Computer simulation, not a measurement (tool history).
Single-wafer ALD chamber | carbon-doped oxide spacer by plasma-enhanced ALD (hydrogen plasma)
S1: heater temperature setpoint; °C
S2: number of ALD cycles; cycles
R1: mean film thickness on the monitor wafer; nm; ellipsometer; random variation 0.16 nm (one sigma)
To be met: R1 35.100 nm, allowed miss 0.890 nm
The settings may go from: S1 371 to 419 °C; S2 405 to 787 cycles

{"run": 1, "hour": 0.0, "S1": 395, "S2": 596, "R1": 31.219}
{"run": 2, "hour": 2.6, "S1": 395, "S2": 613, "R1": 32.302}
{"run": 3, "hour": 7.1, "S1": 395, "S2": 625, "R1": 32.874}
{"run": 4, "hour": 9.6, "S1": 391, "S2": 625, "R1": 32.881}
{"hour": 11.8, "done": "thermocouple changed; heater temperature recalibrated"}
{"run": 5, "hour": 11.8, "S1": 391, "S2": 549, "R1": 28.829}
{"run": 6, "hour": 13.2, "S1": 391, "S2": 577, "R1": 30.413}
{"run": 7, "hour": 15.3, "S1": 391, "S2": 598, "R1": 31.496}
{"run": 8, "hour": 20.0, "S1": 391, "S2": 614, "R1": 32.377}
{"run": 9, "hour": 22.8, "S1": 391, "S2": 626, "R1": 32.831}
{"run": 10, "hour": 26.2, "S1": 391, "S2": 636, "R1": 33.533}
{"run": 11, "hour": 30.8, "S1": 391, "S2": 643, "R1": 33.663}
{"run": 12, "hour": 33.9, "S1": 391, "S2": 650, "R1": 33.905}

Which of these 4 next moves meets every target?
{"run": "A", "hour": 37.0, "S1": 388, "S2": 620, "R1": "?"}
{"run": "B", "hour": 37.0, "S1": 392, "S2": 611, "R1": "?"}
{"run": "C", "hour": 37.0, "S1": 393, "S2": 614, "R1": "?"}
{"run": "D", "hour": 37.0, "S1": 394, "S2": 669, "R1": "?"}

move=A R1=32.671
move=B R1=32.197
move=C R1=32.355
move=D R1=35.254
A: further off than the last run
B: further off than the last run
C: further off than the last run
D: meets every target
The right move is D.

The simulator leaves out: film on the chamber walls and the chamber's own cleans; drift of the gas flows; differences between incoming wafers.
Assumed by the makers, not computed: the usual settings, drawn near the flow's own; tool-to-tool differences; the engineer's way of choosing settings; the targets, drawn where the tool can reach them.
